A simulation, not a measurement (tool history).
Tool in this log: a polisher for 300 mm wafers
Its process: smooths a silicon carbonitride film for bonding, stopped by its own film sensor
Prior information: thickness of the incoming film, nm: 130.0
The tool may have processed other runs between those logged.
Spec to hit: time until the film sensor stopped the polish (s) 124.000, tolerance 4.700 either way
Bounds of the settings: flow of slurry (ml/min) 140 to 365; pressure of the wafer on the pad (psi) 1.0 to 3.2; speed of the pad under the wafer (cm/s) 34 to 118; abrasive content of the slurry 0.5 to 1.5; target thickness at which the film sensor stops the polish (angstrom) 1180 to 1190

run  hour  flow of slurry (ml/min)  pressure of the wafer on the pad (psi)  speed of the pad under the wafer (cm/s)  abrasive content of the slurry  target thickness at which the film sensor stops the polish (angstrom)  time until the film sensor stopped the polish (s)
  1   0.0                      235                                     2.1                                       76                             1.0                                                                   1180                                             66.873
  2   1.8                      235                                     2.1                                       76                             1.1                                                                   1180                                             64.824
  3   9.7                      235                                     2.1                                       76                             1.1                                                                   1180                                             64.365
  4  14.7                      235                                     1.9                                       76                             1.1                                                                   1180                                             71.063
  5  22.5                      280                                     1.9                                       76                             1.1                                                                   1180                                             69.811
  6  29.2                      280                                     1.7                                       74                             1.1                                                                   1180                                             81.317
  7  35.8                      280                                     1.6                                       74                             1.1                                                                   1180                                             84.760
  8  40.0                      280                                     1.5                                       72                             1.1                                                                   1180                                             91.234
  9  46.2                      280                                     1.4                                       72                             1.1                                                                   1180                                             97.621
 10  52.6                      280                                     1.3                                       72                             1.1                                                                   1180                                            103.770
 11  56.2                      280                                     1.2                                       72                             1.1                                                                   1180                                            114.340
 12  58.7                      275                                     1.2                                       72                             1.1                                                                   1180                                            110.940
 13  60.8                      275                                     1.2                                       72                             1.1                                                                   1180                                            112.670
 14  67.5                      270                                     1.2                                       72                             1.1                                                                   1180                                            113.530
 15  69.4                      265                                     1.2                                       72                             1.1                                                                   1180                                            111.430

Which one of the following 4 next-run settings gets every result inside its allowed miss? There is exactly one.
  A  71.3                      255                                     1.5                                       46                             1.2                                                                   1180                                                  ?
  B  71.3                      250                                     1.3                                       70                             1.1                                                                   1180                                                  ?
  C  71.3                      365                                     1.1                                       58                             1.3                                                                   1180                                                  ?
  D  71.3                      280                                     1.3                                       70                             1.0                                                                   1190                                                  ?

move  time until the film sensor stopped the polish (s)
   A                                            123.380
   B                                            107.310
   C                                            131.190
   D                                            100.870
A: every result within its allowed miss
B: misses by more than the last run did
C: moves the result that the last run missed by most past its target, out the other side
D: misses by more than the last run did
So the answer is move A, the one that meets all the targets.

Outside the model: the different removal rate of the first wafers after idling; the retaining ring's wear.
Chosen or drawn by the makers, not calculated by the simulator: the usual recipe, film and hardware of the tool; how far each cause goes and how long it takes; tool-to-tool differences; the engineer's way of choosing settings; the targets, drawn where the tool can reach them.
